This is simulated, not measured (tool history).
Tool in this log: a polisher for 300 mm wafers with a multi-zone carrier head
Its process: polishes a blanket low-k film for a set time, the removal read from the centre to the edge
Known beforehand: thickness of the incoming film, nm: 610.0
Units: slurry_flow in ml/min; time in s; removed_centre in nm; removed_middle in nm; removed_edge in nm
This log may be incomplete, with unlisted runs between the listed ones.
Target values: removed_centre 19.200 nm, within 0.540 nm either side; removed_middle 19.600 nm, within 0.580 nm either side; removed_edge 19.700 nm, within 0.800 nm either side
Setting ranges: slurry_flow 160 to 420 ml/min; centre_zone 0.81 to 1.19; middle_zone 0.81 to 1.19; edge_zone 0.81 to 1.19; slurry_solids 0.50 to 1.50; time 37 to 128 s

run 1 hour=0.0 | slurry_flow=270 centre_zone=1.00 middle_zone=1.00 edge_zone=1.00 slurry_solids=1.00 time=82 | removed_centre=20.816 removed_middle=20.742 removed_edge=20.942
run 2 hour=5.1 | slurry_flow=270 centre_zone=1.08 middle_zone=1.00 edge_zone=1.00 slurry_solids=1.00 time=82 | removed_centre=22.662 removed_middle=21.078 removed_edge=20.353
run 3 hour=8.7 | slurry_flow=270 centre_zone=1.08 middle_zone=1.00 edge_zone=1.07 slurry_solids=1.00 time=82 | removed_centre=22.974 removed_middle=20.910 removed_edge=21.378
run 4 hour=15.1 | slurry_flow=270 centre_zone=1.08 middle_zone=1.00 edge_zone=1.07 slurry_solids=1.00 time=102 | removed_centre=28.169 removed_middle=25.779 removed_edge=26.729
run 5 hour=20.3 | slurry_flow=270 centre_zone=1.04 middle_zone=0.98 edge_zone=1.01 slurry_solids=0.85 time=101 | removed_centre=24.601 removed_middle=23.214 removed_edge=23.633
run 6 hour=28.5 | slurry_flow=270 centre_zone=1.04 middle_zone=0.98 edge_zone=0.93 slurry_solids=0.85 time=101 | removed_centre=24.541 removed_middle=23.144 removed_edge=22.383
run 7 hour=33.3 | slurry_flow=260 centre_zone=1.00 middle_zone=0.96 edge_zone=0.90 slurry_solids=0.80 time=101 | removed_centre=22.812 removed_middle=22.025 removed_edge=21.594
run 8 hour=34.0 | slurry_flow=250 centre_zone=0.97 middle_zone=0.95 edge_zone=0.88 slurry_solids=0.75 time=101 | removed_centre=21.290 removed_middle=20.684 removed_edge=20.409
-- hour=36.7 worn pad replaced by a new one
run 9 hour=36.7 | slurry_flow=235 centre_zone=0.95 middle_zone=0.95 edge_zone=0.87 slurry_solids=0.75 time=101 | removed_centre=22.747 removed_middle=22.616 removed_edge=22.111
run 10 hour=44.4 | slurry_flow=270 centre_zone=0.94 middle_zone=0.94 edge_zone=0.87 slurry_solids=0.75 time=101 | removed_centre=22.691 removed_middle=22.934 removed_edge=22.393
run 11 hour=51.1 | slurry_flow=245 centre_zone=0.93 middle_zone=0.94 edge_zone=0.87 slurry_solids=0.70 time=101 | removed_centre=21.450 removed_middle=21.752 removed_edge=21.641
run 12 hour=57.3 | slurry_flow=240 centre_zone=0.92 middle_zone=0.93 edge_zone=0.86 slurry_solids=0.65 time=101 | removed_centre=20.116 removed_middle=20.416 removed_edge=20.526

Of the 5 settings listed for the next run, only one would bring every result within its allowed miss of target. Which one?
run A hour=63.5 | slurry_flow=220 centre_zone=0.92 middle_zone=0.93 edge_zone=0.88 slurry_solids=0.65 time=99 | removed_centre=? removed_middle=? removed_edge=?
run B hour=63.5 | slurry_flow=160 centre_zone=0.84 middle_zone=0.91 edge_zone=0.88 slurry_solids=0.85 time=97 | removed_centre=? removed_middle=? removed_edge=?
run C hour=63.5 | slurry_flow=160 centre_zone=0.95 middle_zone=0.86 edge_zone=0.81 slurry_solids=0.75 time=101 | removed_centre=? removed_middle=? removed_edge=?
run D hour=63.5 | slurry_flow=270 centre_zone=1.03 middle_zone=0.92 edge_zone=0.88 slurry_solids=0.65 time=95 | removed_centre=? removed_middle=? removed_edge=?
run E hour=63.5 | slurry_flow=210 centre_zone=0.95 middle_zone=0.98 edge_zone=0.82 slurry_solids=0.70 time=100 | removed_centre=? removed_middle=? removed_edge=?

move=A removed_centre=19.374 removed_middle=19.531 removed_edge=19.914
move=B removed_centre=19.197 removed_middle=20.994 removed_edge=22.143
move=C removed_centre=20.988 removed_middle=19.344 removed_edge=20.629
move=D removed_centre=21.474 removed_middle=19.079 removed_edge=19.508
move=E removed_centre=21.087 removed_middle=21.514 removed_edge=20.367
A: hits every target within its allowed miss
B: brings the last run's worst result on target, with another outside its allowed miss
C: lands further from the targets than the last run did
D: lands further from the targets than the last run did
E: lands further from the targets than the last run did
The right move is A.

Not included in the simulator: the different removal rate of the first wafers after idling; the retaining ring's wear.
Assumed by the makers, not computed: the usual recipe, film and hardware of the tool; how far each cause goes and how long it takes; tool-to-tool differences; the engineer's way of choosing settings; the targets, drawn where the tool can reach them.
